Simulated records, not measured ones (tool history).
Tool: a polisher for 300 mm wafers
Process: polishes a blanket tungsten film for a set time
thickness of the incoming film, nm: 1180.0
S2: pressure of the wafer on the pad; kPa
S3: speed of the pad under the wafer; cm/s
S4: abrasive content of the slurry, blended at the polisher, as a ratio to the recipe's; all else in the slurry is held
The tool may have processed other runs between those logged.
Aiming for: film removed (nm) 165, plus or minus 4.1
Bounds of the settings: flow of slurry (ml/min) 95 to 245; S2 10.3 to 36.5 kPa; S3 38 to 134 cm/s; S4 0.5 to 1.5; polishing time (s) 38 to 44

run 1 hour=0 | flow_of_slurry_(ml/min)=155 S2=23.4 S3=86 S4=1 polishing_time_(s)=44 | film_removed_(nm)=123.12
run 2 hour=7.1 | flow_of_slurry_(ml/min)=155 S2=29 S3=86 S4=1 polishing_time_(s)=44 | film_removed_(nm)=142.44
run 3 hour=15.3 | flow_of_slurry_(ml/min)=155 S2=29 S3=76 S4=1 polishing_time_(s)=44 | film_removed_(nm)=127.37
run 4 hour=21 | flow_of_slurry_(ml/min)=165 S2=30.3 S3=76 S4=1 polishing_time_(s)=44 | film_removed_(nm)=132.95
run 5 hour=24.7 | flow_of_slurry_(ml/min)=185 S2=30.3 S3=76 S4=1 polishing_time_(s)=44 | film_removed_(nm)=135.86
run 6 hour=25.4 | flow_of_slurry_(ml/min)=185 S2=30.3 S3=76 S4=0.9 polishing_time_(s)=44 | film_removed_(nm)=133.07
-- hour=26.2 worn pad replaced by a new one
run 7 hour=26.2 | flow_of_slurry_(ml/min)=190 S2=31.7 S3=76 S4=0.9 polishing_time_(s)=44 | film_removed_(nm)=158.17
run 8 hour=29.1 | flow_of_slurry_(ml/min)=195 S2=31.7 S3=76 S4=0.9 polishing_time_(s)=44 | film_removed_(nm)=157.15
run 9 hour=35 | flow_of_slurry_(ml/min)=200 S2=31.7 S3=76 S4=0.9 polishing_time_(s)=44 | film_removed_(nm)=155.82
run 10 hour=40.2 | flow_of_slurry_(ml/min)=205 S2=31.7 S3=76 S4=0.9 polishing_time_(s)=44 | film_removed_(nm)=156.82
run 11 hour=45 | flow_of_slurry_(ml/min)=210 S2=31.7 S3=76 S4=0.9 polishing_time_(s)=44 | film_removed_(nm)=158.41
run 12 hour=45.6 | flow_of_slurry_(ml/min)=215 S2=31.7 S3=76 S4=0.9 polishing_time_(s)=44 | film_removed_(nm)=158.13
run 13 hour=46.6 | flow_of_slurry_(ml/min)=220 S2=31.7 S3=76 S4=0.9 polishing_time_(s)=44 | film_removed_(nm)=159.22
run 14 hour=51.2 | flow_of_slurry_(ml/min)=225 S2=31.7 S3=76 S4=0.9 polishing_time_(s)=44 | film_removed_(nm)=160.16
run 15 hour=59.4 | flow_of_slurry_(ml/min)=225 S2=31.7 S3=76 S4=0.9 polishing_time_(s)=44 | film_removed_(nm)=159
run 16 hour=64.3 | flow_of_slurry_(ml/min)=230 S2=31.7 S3=76 S4=0.9 polishing_time_(s)=44 | film_removed_(nm)=158.27

Which one of the following 4 next-run settings gets every result inside its allowed miss? There is exactly one.
run A hour=69.2 | flow_of_slurry_(ml/min)=230 S2=32.4 S3=82 S4=0.95 polishing_time_(s)=41 | film_removed_(nm)=?
run B hour=69.2 | flow_of_slurry_(ml/min)=230 S2=31.7 S3=72 S4=0.95 polishing_time_(s)=44 | film_removed_(nm)=?
run C hour=69.2 | flow_of_slurry_(ml/min)=225 S2=29.6 S3=74 S4=0.95 polishing_time_(s)=44 | film_removed_(nm)=?
run D hour=69.2 | flow_of_slurry_(ml/min)=225 S2=30.3 S3=86 S4=0.75 polishing_time_(s)=40 | film_removed_(nm)=?

move=A film_removed_(nm)=163.87
move=B film_removed_(nm)=153.09
move=C film_removed_(nm)=148.61
move=D film_removed_(nm)=150.99
A: each result inside its tolerance
B: the biggest miss grows against the last run
C: the biggest miss grows against the last run
D: the biggest miss grows against the last run
Move A is the one to make.
